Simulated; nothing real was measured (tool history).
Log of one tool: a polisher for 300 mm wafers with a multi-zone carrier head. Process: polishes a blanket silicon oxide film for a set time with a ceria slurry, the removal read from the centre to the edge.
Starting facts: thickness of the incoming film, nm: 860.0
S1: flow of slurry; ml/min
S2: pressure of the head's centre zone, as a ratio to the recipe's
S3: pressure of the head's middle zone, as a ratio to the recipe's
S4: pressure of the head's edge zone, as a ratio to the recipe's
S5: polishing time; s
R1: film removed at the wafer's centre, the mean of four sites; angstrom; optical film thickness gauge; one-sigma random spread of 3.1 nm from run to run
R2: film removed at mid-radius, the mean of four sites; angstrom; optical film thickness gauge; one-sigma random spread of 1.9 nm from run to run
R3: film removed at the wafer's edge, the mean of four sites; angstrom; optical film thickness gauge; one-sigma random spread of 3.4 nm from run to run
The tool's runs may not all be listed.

run 1 hour=0.0 | S1=240 S2=1.00 S3=1.00 S4=1.00 S5=54 | R1=2937.3 R2=2801.7 R3=2754.7
run 2 hour=1.4 | S1=240 S2=1.00 S3=1.00 S4=1.03 S5=54 | R1=2910.5 R2=2813.9 R3=2776.1
run 3 hour=4.8 | S1=235 S2=0.97 S3=1.00 S4=1.01 S5=52 | R1=2723.2 R2=2720.4 R3=2629.6
run 4 hour=13.6 | S1=230 S2=0.94 S3=0.99 S4=0.99 S5=51 | R1=2592.9 R2=2627.7 R3=2565.1
run 5 hour=15.1 | S1=230 S2=1.02 S3=0.99 S4=0.99 S5=51 | R1=2773.6 R2=2650.5 R3=2552.6
run 6 hour=18.8 | S1=230 S2=1.02 S3=0.96 S4=0.99 S5=51 | R1=2807.8 R2=2581.5 R3=2577.7
run 7 hour=26.3 | S1=220 S2=0.98 S3=0.97 S4=0.98 S5=50 | R1=2544.8 R2=2566.6 R3=2510.3

Run 8, settings as shown, results not yet in. Your forecast:
run 8 hour=33.5 | S1=210 S2=0.97 S3=0.97 S4=0.97 S5=49 | R1=? R2=? R3=?

R1: 2465.6 angstrom
R2: 2438.6 angstrom
R3: 2441.2 angstrom

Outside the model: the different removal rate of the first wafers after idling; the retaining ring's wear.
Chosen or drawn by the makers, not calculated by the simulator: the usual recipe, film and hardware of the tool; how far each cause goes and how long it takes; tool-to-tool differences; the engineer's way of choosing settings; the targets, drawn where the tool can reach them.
